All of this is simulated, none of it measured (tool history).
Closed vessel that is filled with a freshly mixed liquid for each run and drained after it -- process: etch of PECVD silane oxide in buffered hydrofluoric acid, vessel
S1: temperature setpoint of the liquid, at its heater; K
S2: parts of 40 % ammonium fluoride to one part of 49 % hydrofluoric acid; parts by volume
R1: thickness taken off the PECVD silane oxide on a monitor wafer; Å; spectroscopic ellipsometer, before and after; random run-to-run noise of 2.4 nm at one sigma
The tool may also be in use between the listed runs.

{"run": 1, "hour": 0.0, "S1": 298.15, "S2": 16, "time in the liquid (s)": 30, "R1": 974.88}
{"run": 2, "hour": 6.1, "S1": 299.15, "S2": 14.5, "time in the liquid (s)": 30, "R1": 1111.5}
{"run": 3, "hour": 7.5, "S1": 300.15, "S2": 13.5, "time in the liquid (s)": 30, "R1": 1257.3}
{"run": 4, "hour": 12.5, "S1": 300.65, "S2": 12.5, "time in the liquid (s)": 30, "R1": 1411.8}
{"run": 5, "hour": 17.1, "S1": 303.15, "S2": 12.5, "time in the liquid (s)": 30, "R1": 1603.8}
{"hour": 19.6, "done": "hydrofluoric acid flow meter replaced"}
{"run": 6, "hour": 19.6, "S1": 303.65, "S2": 12, "time in the liquid (s)": 30, "R1": 1841.9}
{"run": 7, "hour": 21.7, "S1": 303.65, "S2": 11.5, "time in the liquid (s)": 30, "R1": 1927.9}

The next listed run, before its measurement:
{"run": 8, "hour": 28.7, "S1": 304.65, "S2": 10.5, "time in the liquid (s)": 30, "R1": "?"}

R1: 2182.5 Å

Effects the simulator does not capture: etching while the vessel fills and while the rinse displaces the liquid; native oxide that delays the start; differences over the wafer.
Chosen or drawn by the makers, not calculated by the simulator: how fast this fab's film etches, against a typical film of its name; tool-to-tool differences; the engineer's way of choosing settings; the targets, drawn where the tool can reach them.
